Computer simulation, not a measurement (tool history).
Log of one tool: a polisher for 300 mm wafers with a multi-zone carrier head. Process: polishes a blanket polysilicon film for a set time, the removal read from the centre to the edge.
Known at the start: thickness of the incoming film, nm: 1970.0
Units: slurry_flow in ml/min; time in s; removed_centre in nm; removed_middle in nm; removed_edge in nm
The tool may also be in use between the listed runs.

Run 1, hour 0: slurry_flow 180 ml/min, centre_zone 1, middle_zone 1, edge_zone 1, time 73 s. Result: removed_centre 809.01 nm, removed_middle 789.77 nm, removed_edge 821.79 nm.
Run 2, hour 1.1: slurry_flow 195 ml/min, centre_zone 1.04, middle_zone 1.03, edge_zone 1.03, time 75 s. Result: removed_centre 879.01 nm, removed_middle 821.78 nm, removed_edge 825.04 nm.
Run 3, hour 6.8: slurry_flow 195 ml/min, centre_zone 1.05, middle_zone 1.03, edge_zone 1.03, time 79 s. Result: removed_centre 929.73 nm, removed_middle 876.68 nm, removed_edge 885.53 nm.
Run 4, hour 11.5: slurry_flow 195 ml/min, centre_zone 1.05, middle_zone 1.03, edge_zone 1.11, time 79 s. Result: removed_centre 926.76 nm, removed_middle 876.99 nm, removed_edge 914.73 nm.
Run 5, hour 19.8: slurry_flow 195 ml/min, centre_zone 1.05, middle_zone 1.03, edge_zone 1.05, time 79 s. Result: removed_centre 927.17 nm, removed_middle 882.11 nm, removed_edge 904.91 nm.
Run 6, hour 23.5: slurry_flow 155 ml/min, centre_zone 1.05, middle_zone 1.03, edge_zone 1.05, time 79 s. Result: removed_centre 889.8 nm, removed_middle 837.94 nm, removed_edge 865.3 nm.
Run 7, hour 32.4: slurry_flow 175 ml/min, centre_zone 1.07, middle_zone 1.04, edge_zone 1.06, time 81 s. Result: removed_centre 945 nm, removed_middle 894.12 nm, removed_edge 912.11 nm.
Run 8, hour 33.7: slurry_flow 190 ml/min, centre_zone 1.09, middle_zone 1.05, edge_zone 1.07, time 82 s. Result: removed_centre 998.18 nm, removed_middle 914.54 nm, removed_edge 938.27 nm.
Run 9, hour 35.5: slurry_flow 205 ml/min, centre_zone 1.1, middle_zone 1.07, edge_zone 1.08, time 83 s. Result: removed_centre 1044.2 nm, removed_middle 966.63 nm, removed_edge 956.25 nm.

The next listed run, before its measurement:
Run 10, hour 41.7: slurry_flow 255 ml/min, centre_zone 1.14, middle_zone 1.08, edge_zone 1.18, time 86 s. Result: removed_centre ?, removed_middle ?, removed_edge ?.

removed_centre: 1147 nm
removed_middle: 1020.8 nm
removed_edge: 1048.6 nm

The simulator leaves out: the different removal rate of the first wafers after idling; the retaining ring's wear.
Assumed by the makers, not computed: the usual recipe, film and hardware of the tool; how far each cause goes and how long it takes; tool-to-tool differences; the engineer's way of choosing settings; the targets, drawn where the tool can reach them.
